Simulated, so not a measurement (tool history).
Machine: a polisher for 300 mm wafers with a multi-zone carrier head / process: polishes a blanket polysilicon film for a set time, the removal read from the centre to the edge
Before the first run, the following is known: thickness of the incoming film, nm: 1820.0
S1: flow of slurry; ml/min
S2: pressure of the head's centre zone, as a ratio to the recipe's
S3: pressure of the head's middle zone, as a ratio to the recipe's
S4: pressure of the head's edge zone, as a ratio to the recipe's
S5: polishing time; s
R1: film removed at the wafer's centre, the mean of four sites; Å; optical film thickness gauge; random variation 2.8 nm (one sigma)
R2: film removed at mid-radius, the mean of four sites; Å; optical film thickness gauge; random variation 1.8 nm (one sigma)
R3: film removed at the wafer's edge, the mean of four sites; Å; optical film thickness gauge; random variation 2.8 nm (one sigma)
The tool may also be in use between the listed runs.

run  hour   S1    S2    S3    S4  S5      R1      R2      R3
  1     0  290     1     1     1  36  2009.8  2005.3  2034.4
  2   1.6  290     1  0.93     1  36  1959.3  1895.9  2006.2
  3   7.7  300  0.97  1.01  1.02  37  1979.9  2092.1  2145.1
  4  13.9  300  0.97  1.01  1.02  31  1606.8  1742.9  1784.7
  5  19.2  300  0.97  1.08  1.02  31  1619.9  1824.5  1753.7
  6  22.5  355  0.97  1.08  1.02  31  1671.6  1879.8  1798.8
  7  24.3  370  0.96  1.11  1.04  33    1781  2030.9  1928.7

Predict the results of run 8:
  8  33.3  375  0.95  1.13  1.05  35   ?   ?   ?

Run 8 measured R1 1875 Å, R2 2226.9 Å, R3 2080.9 Å.
